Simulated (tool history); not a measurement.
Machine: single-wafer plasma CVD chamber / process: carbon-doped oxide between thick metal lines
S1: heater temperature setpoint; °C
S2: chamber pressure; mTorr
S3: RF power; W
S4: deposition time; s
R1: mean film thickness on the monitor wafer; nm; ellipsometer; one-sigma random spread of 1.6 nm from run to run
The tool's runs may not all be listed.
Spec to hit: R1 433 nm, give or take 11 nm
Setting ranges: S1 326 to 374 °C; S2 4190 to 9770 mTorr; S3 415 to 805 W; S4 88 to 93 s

run  hour   S1    S2   S3  S4      R1
  1     0  350  6980  610  93  554.27
  2   6.3  350  6980  610  88  524.75
  3     9  340  6980  610  88  538.31
  4  17.2  340  6980  610  93  568.94
  5  22.3  335  6980  610  93  575.66
  6  30.4  335  6980  530  93  520.73
  7  39.2  336  6890  510  93   506.3
  8  41.2  337  6780  495  93  488.81
  9  49.3  339  6510  490  93  478.53
 10    55  341  6270  485  93  471.24
 11  61.2  341  6270  485  93  473.41
 12  65.1  342  6070  480  93  464.89
 13  73.8  343  5900  475  93  454.39
 14  75.5  344  5790  475  93   451.5
 15  77.9  345  5690  475  93  451.27
 16  86.9  346  5590  475  93  451.05

Which single option among these 4 for the next run brings every result within its allowed miss of target? Just one does.
  A  95.9  343  6390  440  89   ?
  B  95.9  342  5580  475  89   ?
  C  95.9  354  6910  510  88   ?
  D  95.9  340  5540  450  88   ?

move      R1
   A  412.53
   B  436.66
   C  456.36
   D  411.82
A: moves the result that the last run missed by most past its target, out the other side
B: meets every target
C: misses by more than the last run did
D: moves the result that the last run missed by most past its target, out the other side
Move B is the one to make.
